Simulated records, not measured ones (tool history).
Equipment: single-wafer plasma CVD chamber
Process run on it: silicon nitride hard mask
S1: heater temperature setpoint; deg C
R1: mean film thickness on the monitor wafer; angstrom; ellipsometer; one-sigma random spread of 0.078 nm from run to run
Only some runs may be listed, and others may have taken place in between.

{"run": 1, "hour": 0.0, "S1": 415, "chamber pressure (mTorr)": 1060, "RF power (kW)": 0.245, "deposition time (s)": 39.3, "R1": 330.2}
{"run": 2, "hour": 8.8, "S1": 415, "chamber pressure (mTorr)": 1060, "RF power (kW)": 0.265, "deposition time (s)": 39.3, "R1": 342.67}
{"run": 3, "hour": 15.4, "S1": 415, "chamber pressure (mTorr)": 1130, "RF power (kW)": 0.265, "deposition time (s)": 39.3, "R1": 350.9}
{"run": 4, "hour": 22.3, "S1": 415, "chamber pressure (mTorr)": 1080, "RF power (kW)": 0.26, "deposition time (s)": 39.3, "R1": 342.47}
{"run": 5, "hour": 26.3, "S1": 415, "chamber pressure (mTorr)": 1040, "RF power (kW)": 0.255, "deposition time (s)": 39.3, "R1": 333.43}
{"run": 6, "hour": 29.4, "S1": 415, "chamber pressure (mTorr)": 1000, "RF power (kW)": 0.255, "deposition time (s)": 39.3, "R1": 328.69}
{"run": 7, "hour": 30.0, "S1": 415, "chamber pressure (mTorr)": 970, "RF power (kW)": 0.255, "deposition time (s)": 39.3, "R1": 325.26}
{"run": 8, "hour": 31.7, "S1": 415, "chamber pressure (mTorr)": 940, "RF power (kW)": 0.255, "deposition time (s)": 39.3, "R1": 319.43}
{"run": 9, "hour": 39.3, "S1": 415, "chamber pressure (mTorr)": 920, "RF power (kW)": 0.255, "deposition time (s)": 39.3, "R1": 317.26}

Run 10 comes next. What will it give?
{"run": 10, "hour": 44.3, "S1": 415, "chamber pressure (mTorr)": 710, "RF power (kW)": 0.25, "deposition time (s)": 39.3, "R1": "?"}

{"run 10": {"R1": 273.8}}

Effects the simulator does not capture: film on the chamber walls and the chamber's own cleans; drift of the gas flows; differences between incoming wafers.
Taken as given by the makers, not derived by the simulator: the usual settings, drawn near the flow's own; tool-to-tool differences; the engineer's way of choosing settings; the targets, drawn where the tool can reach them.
